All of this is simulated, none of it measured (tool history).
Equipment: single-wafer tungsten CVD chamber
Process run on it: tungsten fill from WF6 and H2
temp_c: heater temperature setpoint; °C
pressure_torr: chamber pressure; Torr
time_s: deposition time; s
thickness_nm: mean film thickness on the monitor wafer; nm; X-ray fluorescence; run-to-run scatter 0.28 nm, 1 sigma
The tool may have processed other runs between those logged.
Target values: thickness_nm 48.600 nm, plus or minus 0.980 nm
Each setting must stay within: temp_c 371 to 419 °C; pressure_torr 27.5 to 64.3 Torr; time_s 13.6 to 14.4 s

{"run": 1, "hour": 0.0, "temp_c": 395, "pressure_torr": 45.9, "time_s": 14.4, "thickness_nm": 42.9}
{"run": 2, "hour": 1.8, "temp_c": 396, "pressure_torr": 45.9, "time_s": 14.4, "thickness_nm": 43.411}
{"run": 3, "hour": 2.8, "temp_c": 396, "pressure_torr": 42.9, "time_s": 14.4, "thickness_nm": 41.416}
{"run": 4, "hour": 7.1, "temp_c": 397, "pressure_torr": 42.9, "time_s": 14.4, "thickness_nm": 42.473}
{"run": 5, "hour": 14.2, "temp_c": 397, "pressure_torr": 42.9, "time_s": 14.4, "thickness_nm": 42.33}
{"run": 6, "hour": 16.8, "temp_c": 398, "pressure_torr": 42.9, "time_s": 14.4, "thickness_nm": 43.084}
{"run": 7, "hour": 24.6, "temp_c": 399, "pressure_torr": 42.9, "time_s": 14.4, "thickness_nm": 43.64}
{"run": 8, "hour": 28.0, "temp_c": 400, "pressure_torr": 42.9, "time_s": 14.4, "thickness_nm": 44.781}

Exactly one of the 5 candidate moves below puts every result within its allowed miss. Which one?
{"run": "A", "hour": 31.4, "temp_c": 406, "pressure_torr": 42.9, "time_s": 13.9, "thickness_nm": "?"}
{"run": "B", "hour": 31.4, "temp_c": 402, "pressure_torr": 43.8, "time_s": 13.9, "thickness_nm": "?"}
{"run": "C", "hour": 31.4, "temp_c": 408, "pressure_torr": 39.4, "time_s": 13.7, "thickness_nm": "?"}
{"run": "D", "hour": 31.4, "temp_c": 401, "pressure_torr": 48.1, "time_s": 13.6, "thickness_nm": "?"}
{"run": "E", "hour": 31.4, "temp_c": 397, "pressure_torr": 48.3, "time_s": 14.4, "thickness_nm": "?"}

move=A thickness_nm=48.834
move=B thickness_nm=45.811
move=C thickness_nm=47.214
move=D thickness_nm=46.639
move=E thickness_nm=45.683
A: hits every target within its allowed miss
B: moves toward the targets from the last run without getting all of them in spec
C: moves toward the targets from the last run without getting all of them in spec
D: moves toward the targets from the last run without getting all of them in spec
E: moves toward the targets from the last run without getting all of them in spec
A is the move that brings every result within its allowed miss.

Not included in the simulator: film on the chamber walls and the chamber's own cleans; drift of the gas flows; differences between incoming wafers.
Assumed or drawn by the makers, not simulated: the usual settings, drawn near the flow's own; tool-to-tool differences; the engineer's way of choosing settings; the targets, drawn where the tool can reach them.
